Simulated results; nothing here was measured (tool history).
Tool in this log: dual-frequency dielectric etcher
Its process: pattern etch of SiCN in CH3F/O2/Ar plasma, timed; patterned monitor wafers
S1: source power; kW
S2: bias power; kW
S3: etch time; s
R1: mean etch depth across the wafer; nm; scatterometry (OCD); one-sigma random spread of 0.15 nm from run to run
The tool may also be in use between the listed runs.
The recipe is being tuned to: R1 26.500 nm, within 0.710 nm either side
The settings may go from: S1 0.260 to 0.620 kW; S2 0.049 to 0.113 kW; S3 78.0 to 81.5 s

Run 1, day 0.000: S1 0.440 kW, S2 0.081 kW, S3 78.0 s. Result: R1 31.346 nm.
Run 2, day 0.054: S1 0.420 kW, S2 0.080 kW, S3 78.0 s. Result: R1 30.869 nm.
Run 3, day 0.396: S1 0.420 kW, S2 0.080 kW, S3 81.5 s. Result: R1 32.087 nm.
Run 4, day 0.696: S1 0.420 kW, S2 0.080 kW, S3 78.0 s. Result: R1 30.653 nm.
Run 5, day 0.917: S1 0.370 kW, S2 0.080 kW, S3 78.0 s. Result: R1 29.388 nm.
Run 6, day 1.079: S1 0.370 kW, S2 0.088 kW, S3 78.0 s. Result: R1 30.967 nm.
Run 7, day 1.138: S1 0.360 kW, S2 0.086 kW, S3 78.0 s. Result: R1 30.246 nm.
Run 8, day 1.304: S1 0.360 kW, S2 0.086 kW, S3 78.0 s. Result: R1 30.391 nm.
Run 9, day 1.362: S1 0.350 kW, S2 0.084 kW, S3 78.0 s. Result: R1 29.675 nm.
Run 10, day 1.421: S1 0.340 kW, S2 0.083 kW, S3 78.0 s. Result: R1 29.208 nm.
Run 11, day 1.754: S1 0.330 kW, S2 0.082 kW, S3 78.0 s. Result: R1 28.682 nm.
Run 12, day 2.075: S1 0.320 kW, S2 0.081 kW, S3 78.0 s. Result: R1 28.105 nm.
Run 13, day 2.267: S1 0.310 kW, S2 0.081 kW, S3 78.0 s. Result: R1 28.022 nm.

5 next moves are on the table. One of them brings every result within its allowed miss. Which?
Run A, day 2.458: S1 0.270 kW, S2 0.068 kW, S3 80.5 s. Result: R1 ?.
Run B, day 2.458: S1 0.330 kW, S2 0.079 kW, S3 81.5 s. Result: R1 ?.
Run C, day 2.458: S1 0.290 kW, S2 0.075 kW, S3 78.0 s. Result: R1 ?.
Run D, day 2.458: S1 0.340 kW, S2 0.081 kW, S3 80.0 s. Result: R1 ?.
Run E, day 2.458: S1 0.260 kW, S2 0.070 kW, S3 79.0 s. Result: R1 ?.

move      R1
   A  25.050
   B  29.347
   C  26.164
   D  29.474
   E  24.635
A: the result that was furthest off in the last run now lies on the other side of its target
B: further off than the last run
C: meets every target
D: further off than the last run
E: the result that was furthest off in the last run now lies on the other side of its target
Go with C: it meets all targets.
